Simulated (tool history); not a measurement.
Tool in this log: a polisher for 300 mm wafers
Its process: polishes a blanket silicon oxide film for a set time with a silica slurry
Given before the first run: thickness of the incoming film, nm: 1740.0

| run | hour | flow of slurry (ml/min) | pressure of the wafer on the pad (kPa) | speed of the pad under the wafer (m/s) | abrasive content of the slurry | polishing time (s) | film removed (Å) |
|---|---|---|---|---|---|---|---|
| 1 | 0.0 | 175 | 33.8 | 1.44 | 1.0 | 64 | 2937.1 |
| 2 | 2.9 | 175 | 33.8 | 1.66 | 1.0 | 64 | 3267.2 |
| 3 | 10.7 | 175 | 37.9 | 1.66 | 1.0 | 64 | 3651.8 |
| 4 | 12.5 | 205 | 37.9 | 1.66 | 1.0 | 64 | 3666.6 |
| 5 | 18.3 | 225 | 37.9 | 1.66 | 1.0 | 64 | 3637.4 |
| 6 | 21.3 | 225 | 35.9 | 1.66 | 1.0 | 64 | 3552.0 |
| 7 | 27.2 | 225 | 33.8 | 1.66 | 1.0 | 64 | 3439.6 |
| 8 | 31.1 | 225 | 31.7 | 1.64 | 1.0 | 64 | 3135.1 |
| 9 | 37.8 | 225 | 30.3 | 1.64 | 1.0 | 64 | 3077.7 |

Run 10, settings as shown, results not yet in. Your forecast:
| 10 | 41.8 | 225 | 29.0 | 1.64 | 1.0 | 64 | ? |

{"run 10": {"film removed (Å)": 2918.1}}
